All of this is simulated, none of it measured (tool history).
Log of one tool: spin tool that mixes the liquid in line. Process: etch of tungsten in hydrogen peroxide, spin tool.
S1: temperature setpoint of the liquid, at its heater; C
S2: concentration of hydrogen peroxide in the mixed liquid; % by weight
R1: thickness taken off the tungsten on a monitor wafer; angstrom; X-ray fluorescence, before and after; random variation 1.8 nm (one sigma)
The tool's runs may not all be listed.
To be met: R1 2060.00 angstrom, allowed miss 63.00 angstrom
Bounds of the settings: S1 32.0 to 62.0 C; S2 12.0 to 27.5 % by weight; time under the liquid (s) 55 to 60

run 1 hour=0.0 | S1=46.0 S2=18.5 time_under_the_liquid_(s)=55 | R1=1060.60
run 2 hour=8.7 | S1=46.0 S2=15.0 time_under_the_liquid_(s)=55 | R1=925.76
run 3 hour=16.9 | S1=48.0 S2=15.0 time_under_the_liquid_(s)=55 | R1=1078.30
run 4 hour=24.4 | S1=48.0 S2=15.0 time_under_the_liquid_(s)=60 | R1=1140.30
run 5 hour=29.6 | S1=48.0 S2=13.5 time_under_the_liquid_(s)=60 | R1=1094.10
run 6 hour=31.9 | S1=48.0 S2=15.5 time_under_the_liquid_(s)=60 | R1=1172.90
run 7 hour=39.1 | S1=49.5 S2=15.5 time_under_the_liquid_(s)=60 | R1=1304.00
run 8 hour=43.8 | S1=50.5 S2=15.5 time_under_the_liquid_(s)=60 | R1=1401.40
run 9 hour=52.7 | S1=51.5 S2=15.5 time_under_the_liquid_(s)=60 | R1=1471.20
run 10 hour=58.3 | S1=52.5 S2=15.5 time_under_the_liquid_(s)=60 | R1=1544.00
run 11 hour=66.9 | S1=53.5 S2=15.5 time_under_the_liquid_(s)=60 | R1=1657.00
run 12 hour=70.2 | S1=54.0 S2=15.5 time_under_the_liquid_(s)=60 | R1=1708.10
run 13 hour=75.6 | S1=54.5 S2=15.5 time_under_the_liquid_(s)=60 | R1=1756.10
run 14 hour=79.3 | S1=55.0 S2=15.5 time_under_the_liquid_(s)=60 | R1=1813.40
run 15 hour=84.2 | S1=55.5 S2=15.5 time_under_the_liquid_(s)=60 | R1=1859.90
run 16 hour=85.2 | S1=56.0 S2=15.5 time_under_the_liquid_(s)=60 | R1=1925.40
run 17 hour=90.0 | S1=56.5 S2=15.5 time_under_the_liquid_(s)=60 | R1=1979.40

Which of these 4 next moves meets every target?
run A hour=94.8 | S1=59.5 S2=12.0 time_under_the_liquid_(s)=60 | R1=?
run B hour=94.8 | S1=55.0 S2=22.0 time_under_the_liquid_(s)=60 | R1=?
run C hour=94.8 | S1=57.5 S2=17.5 time_under_the_liquid_(s)=60 | R1=?
run D hour=94.8 | S1=56.5 S2=19.5 time_under_the_liquid_(s)=60 | R1=?

move=A R1=2092.30
move=B R1=2167.00
move=C R1=2245.00
move=D R1=2232.70
A: meets every target
B: takes the result that was furthest off past its target
C: takes the result that was furthest off past its target
D: takes the result that was furthest off past its target
Answer: A
